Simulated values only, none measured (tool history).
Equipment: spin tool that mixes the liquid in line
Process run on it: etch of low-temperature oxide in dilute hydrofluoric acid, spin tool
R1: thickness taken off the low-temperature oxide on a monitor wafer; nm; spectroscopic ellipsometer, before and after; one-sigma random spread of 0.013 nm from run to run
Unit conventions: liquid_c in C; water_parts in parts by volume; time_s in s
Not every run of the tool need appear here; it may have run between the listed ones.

Run 1, hour 0.0: liquid_c 24.0 C, water_parts 130 parts by volume, time_s 15 s. Result: R1 3.3533 nm.
Run 2, hour 8.6: liquid_c 24.0 C, water_parts 150 parts by volume, time_s 15 s. Result: R1 2.8384 nm.
Run 3, hour 10.8: liquid_c 22.5 C, water_parts 150 parts by volume, time_s 15 s. Result: R1 2.7034 nm.
Run 4, hour 17.6: liquid_c 25.0 C, water_parts 150 parts by volume, time_s 15 s. Result: R1 2.9699 nm.
Run 5, hour 18.6: liquid_c 23.5 C, water_parts 150 parts by volume, time_s 15 s. Result: R1 2.8186 nm.
Run 6, hour 19.5: liquid_c 23.5 C, water_parts 150 parts by volume, time_s 15 s. Result: R1 2.7978 nm.
Run 7, hour 26.8: liquid_c 22.5 C, water_parts 150 parts by volume, time_s 15 s. Result: R1 2.6785 nm.

What will run 8 give?
Run 8, hour 30.8: liquid_c 22.0 C, water_parts 150 parts by volume, time_s 15 s. Result: R1 ?.

R1: 2.6369 nm
